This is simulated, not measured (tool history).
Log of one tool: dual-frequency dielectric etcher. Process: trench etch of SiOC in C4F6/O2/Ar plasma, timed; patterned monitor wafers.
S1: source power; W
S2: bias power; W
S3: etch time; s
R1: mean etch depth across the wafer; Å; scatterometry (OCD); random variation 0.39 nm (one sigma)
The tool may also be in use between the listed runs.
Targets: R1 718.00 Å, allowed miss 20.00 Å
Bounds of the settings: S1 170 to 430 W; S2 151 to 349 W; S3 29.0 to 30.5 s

run 1 hour=0.0 | S1=300 S2=250 S3=29.0 | R1=594.83
run 2 hour=4.4 | S1=250 S2=250 S3=29.0 | R1=548.82
run 3 hour=11.4 | S1=250 S2=250 S3=30.5 | R1=577.24
run 4 hour=15.9 | S1=220 S2=250 S3=30.5 | R1=552.75
run 5 hour=22.4 | S1=250 S2=255 S3=30.5 | R1=586.43
run 6 hour=25.0 | S1=270 S2=259 S3=30.5 | R1=609.54
run 7 hour=30.6 | S1=330 S2=284 S3=30.5 | R1=685.43
run 8 hour=39.1 | S1=330 S2=285 S3=30.5 | R1=688.22
run 9 hour=40.2 | S1=330 S2=286 S3=30.5 | R1=690.09
run 10 hour=48.0 | S1=330 S2=287 S3=30.5 | R1=685.66
run 11 hour=56.7 | S1=330 S2=288 S3=30.5 | R1=689.44

Which of these 4 next moves meets every target?
run A hour=65.4 | S1=360 S2=314 S3=29.5 | R1=?
run B hour=65.4 | S1=360 S2=334 S3=30.0 | R1=?
run C hour=65.4 | S1=410 S2=315 S3=30.5 | R1=?
run D hour=65.4 | S1=400 S2=302 S3=30.5 | R1=?

move=A R1=720.00
move=B R1=752.55
move=C R1=784.25
move=D R1=762.40
A: meets every target
B: takes the result that was furthest off past its target
C: takes the result that was furthest off past its target
D: takes the result that was furthest off past its target
Answer: A
